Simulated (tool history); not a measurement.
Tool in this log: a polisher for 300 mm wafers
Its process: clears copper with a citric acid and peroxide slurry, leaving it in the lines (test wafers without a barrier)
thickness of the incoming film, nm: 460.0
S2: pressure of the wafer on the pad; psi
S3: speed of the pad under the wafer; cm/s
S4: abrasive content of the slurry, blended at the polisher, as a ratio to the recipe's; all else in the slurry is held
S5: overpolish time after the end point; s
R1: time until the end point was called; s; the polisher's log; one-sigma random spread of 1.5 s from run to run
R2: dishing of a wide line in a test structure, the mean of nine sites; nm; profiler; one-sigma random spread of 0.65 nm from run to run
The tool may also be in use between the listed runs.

run 1 hour=0.0 | flow_of_slurry_(ml/min)=320 S2=4.0 S3=118 S4=1.0 S5=10 | R1=106.94 R2=29.197
run 2 hour=7.4 | flow_of_slurry_(ml/min)=320 S2=4.0 S3=118 S4=1.1 S5=10 | R1=106.45 R2=28.949
run 3 hour=14.6 | flow_of_slurry_(ml/min)=320 S2=4.0 S3=118 S4=1.1 S5=14 | R1=106.78 R2=38.397
run 4 hour=22.2 | flow_of_slurry_(ml/min)=320 S2=3.9 S3=118 S4=1.1 S5=14 | R1=106.80 R2=40.043
run 5 hour=30.3 | flow_of_slurry_(ml/min)=320 S2=3.8 S3=118 S4=1.1 S5=14 | R1=109.06 R2=38.614
run 6 hour=35.4 | flow_of_slurry_(ml/min)=320 S2=3.7 S3=118 S4=1.1 S5=14 | R1=110.50 R2=38.230
run 7 hour=36.6 | flow_of_slurry_(ml/min)=320 S2=3.6 S3=118 S4=1.1 S5=14 | R1=113.12 R2=37.855
run 8 hour=39.7 | flow_of_slurry_(ml/min)=320 S2=3.5 S3=118 S4=1.1 S5=14 | R1=115.08 R2=38.011
run 9 hour=48.7 | flow_of_slurry_(ml/min)=320 S2=3.5 S3=118 S4=1.1 S5=14 | R1=114.22 R2=36.018

Run 10 has not been measured yet. What should we expect?
run 10 hour=51.9 | flow_of_slurry_(ml/min)=320 S2=3.4 S3=118 S4=1.1 S5=14 | R1=? R2=?

{"run 10": {"R1": 115.6, "R2": 36.883}}
